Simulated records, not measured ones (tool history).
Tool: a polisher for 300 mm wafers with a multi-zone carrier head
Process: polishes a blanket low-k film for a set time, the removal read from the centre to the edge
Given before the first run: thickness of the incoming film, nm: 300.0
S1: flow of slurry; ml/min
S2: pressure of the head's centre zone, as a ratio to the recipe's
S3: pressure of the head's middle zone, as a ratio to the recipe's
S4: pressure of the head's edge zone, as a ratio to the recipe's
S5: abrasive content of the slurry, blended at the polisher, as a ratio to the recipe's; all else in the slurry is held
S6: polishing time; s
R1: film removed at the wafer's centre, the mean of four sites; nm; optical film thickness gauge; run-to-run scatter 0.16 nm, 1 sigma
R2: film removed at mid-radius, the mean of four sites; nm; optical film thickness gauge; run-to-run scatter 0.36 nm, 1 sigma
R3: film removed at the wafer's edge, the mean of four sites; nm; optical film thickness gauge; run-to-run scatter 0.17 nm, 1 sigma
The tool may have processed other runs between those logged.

run 1 day=0 | S1=230 S2=1 S3=1 S4=1 S5=1 S6=75 | R1=33.848 R2=33.995 R3=32.968
run 2 day=0.367 | S1=255 S2=1 S3=1 S4=1 S5=1 S6=75 | R1=33.929 R2=33.804 R3=33.485
run 3 day=0.475 | S1=255 S2=0.97 S3=1 S4=1 S5=1 S6=75 | R1=33.071 R2=33.542 R3=33.483
run 4 day=0.642 | S1=245 S2=0.95 S3=1.01 S4=0.97 S5=1 S6=75 | R1=31.647 R2=33.458 R3=32.66
run 5 day=0.958 | S1=235 S2=0.94 S3=1.02 S4=0.95 S5=1 S6=75 | R1=31.516 R2=34.321 R3=32.2
run 6 day=1.112 | S1=285 S2=0.94 S3=1.02 S4=0.95 S5=1 S6=75 | R1=32.019 R2=35.066 R3=33.073
run 7 day=1.325 | S1=270 S2=0.93 S3=1.02 S4=0.93 S5=1 S6=75 | R1=31.729 R2=34.459 R3=32.41
run 8 day=1.454 | S1=270 S2=0.93 S3=1.02 S4=0.93 S5=1 S6=75 | R1=31.852 R2=34.956 R3=32.09
run 9 day=1.562 | S1=260 S2=0.91 S3=1.02 S4=0.92 S5=1 S6=75 | R1=30.892 R2=34.95 R3=32.167
run 10 day=1.829 | S1=250 S2=0.9 S3=1.02 S4=0.9 S5=1 S6=75 | R1=30.389 R2=34.788 R3=32.12

What does the tool deliver on the next run?
run 11 day=2.075 | S1=250 S2=0.89 S3=1.03 S4=0.89 S5=0.95 S6=75 | R1=? R2=? R3=?

{"run 11": {"R1": 29.318, "R2": 33.506, "R3": 30.605}}
